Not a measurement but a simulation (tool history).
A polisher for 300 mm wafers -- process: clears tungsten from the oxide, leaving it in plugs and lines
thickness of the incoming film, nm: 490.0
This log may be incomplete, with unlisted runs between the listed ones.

run	hour	flow of slurry (ml/min)	pressure of the wafer on the pad (kPa)	speed of the pad under the wafer (cm/s)	abrasive content of the slurry	overpolish time after the end point (s)	time until the end point was called (s)
1	0.0	240	19.3	110	1.0	21	113.96
2	5.3	240	19.3	110	1.0	22	113.03
3	14.0	240	21.4	110	1.0	22	105.45
4	18.5	240	21.4	110	1.0	21	103.49
5	26.7	240	23.4	110	1.0	21	98.51
6	29.5	240	20.0	110	1.0	21	109.03

Predict the results of run 7:
7	30.0	240	22.1	112	1.0	21	?

time until the end point was called (s): 99.68

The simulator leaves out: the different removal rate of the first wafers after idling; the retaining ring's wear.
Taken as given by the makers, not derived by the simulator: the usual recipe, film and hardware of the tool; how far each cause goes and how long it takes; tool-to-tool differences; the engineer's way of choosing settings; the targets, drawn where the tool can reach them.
